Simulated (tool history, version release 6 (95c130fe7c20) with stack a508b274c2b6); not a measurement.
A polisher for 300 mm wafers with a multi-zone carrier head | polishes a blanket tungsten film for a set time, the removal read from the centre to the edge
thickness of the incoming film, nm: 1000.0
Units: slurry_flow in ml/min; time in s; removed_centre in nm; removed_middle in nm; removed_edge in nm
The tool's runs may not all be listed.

Run 1, day 0: slurry_flow 245 ml/min, centre_zone 1, middle_zone 1, edge_zone 1, slurry_solids 1, time 50 s. Result: removed_centre 312.52 nm, removed_middle 324.74 nm, removed_edge 331.55 nm.
Run 2, day 0.212: slurry_flow 245 ml/min, centre_zone 1, middle_zone 1, edge_zone 1, slurry_solids 1, time 45 s. Result: removed_centre 282.05 nm, removed_middle 291.57 nm, removed_edge 293.94 nm.
Run 3, day 0.538: slurry_flow 190 ml/min, centre_zone 1, middle_zone 1, edge_zone 1, slurry_solids 1, time 45 s. Result: removed_centre 276.6 nm, removed_middle 278.65 nm, removed_edge 289.16 nm.
Run 4, day 0.646: slurry_flow 190 ml/min, centre_zone 1, middle_zone 1.03, edge_zone 1, slurry_solids 1, time 45 s. Result: removed_centre 276.79 nm, removed_middle 285.78 nm, removed_edge 287.08 nm.
Run 5, day 0.962: slurry_flow 195 ml/min, centre_zone 1, middle_zone 1.01, edge_zone 1.02, slurry_solids 1, time 45 s. Result: removed_centre 278.7 nm, removed_middle 282.29 nm, removed_edge 294.08 nm.
Run 6, day 1.012: slurry_flow 195 ml/min, centre_zone 0.94, middle_zone 1.01, edge_zone 1.02, slurry_solids 1, time 45 s. Result: removed_centre 258.01 nm, removed_middle 284.01 nm, removed_edge 289.12 nm.
Run 7, day 1.296: slurry_flow 200 ml/min, centre_zone 0.96, middle_zone 1, edge_zone 1.04, slurry_solids 1, time 45 s. Result: removed_centre 262.07 nm, removed_middle 279.95 nm, removed_edge 294.4 nm.
Run 8, day 1.617: slurry_flow 205 ml/min, centre_zone 0.98, middle_zone 0.99, edge_zone 1.05, slurry_solids 1, time 45 s. Result: removed_centre 269.13 nm, removed_middle 277.06 nm, removed_edge 295.19 nm.

The next listed run, before its measurement:
Run 9, day 1.733: slurry_flow 210 ml/min, centre_zone 0.99, middle_zone 0.98, edge_zone 1.06, slurry_solids 1, time 45 s. Result: removed_centre ?, removed_middle ?, removed_edge ?.

{"run 9": {"removed_centre": 275.89, "removed_middle": 278.88, "removed_edge": 301.85}}
